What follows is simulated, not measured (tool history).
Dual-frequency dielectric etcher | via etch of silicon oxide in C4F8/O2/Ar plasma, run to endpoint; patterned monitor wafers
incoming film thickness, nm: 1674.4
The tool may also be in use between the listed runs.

| run | day | source power (kW) | bias power (kW) | endpoint time (s) |
|---|---|---|---|---|
| 1 | 0.000 | 2.400 | 2.516 | 277.22 |
| 2 | 0.150 | 2.700 | 2.516 | 259.88 |
| 3 | 0.242 | 2.340 | 2.516 | 281.38 |
| 4 | 0.604 | 2.170 | 2.506 | 294.73 |
| 5 | 0.746 | 2.570 | 2.506 | 268.16 |
| 6 | 0.942 | 2.720 | 2.506 | 260.01 |
| 7 | 1.183 | 2.440 | 2.490 | 276.74 |
| 8 | 1.442 | 2.260 | 2.480 | 288.29 |

Forecast run 9:
| 9 | 1.471 | 1.780 | 2.445 | ? |

endpoint time (s): 333.17
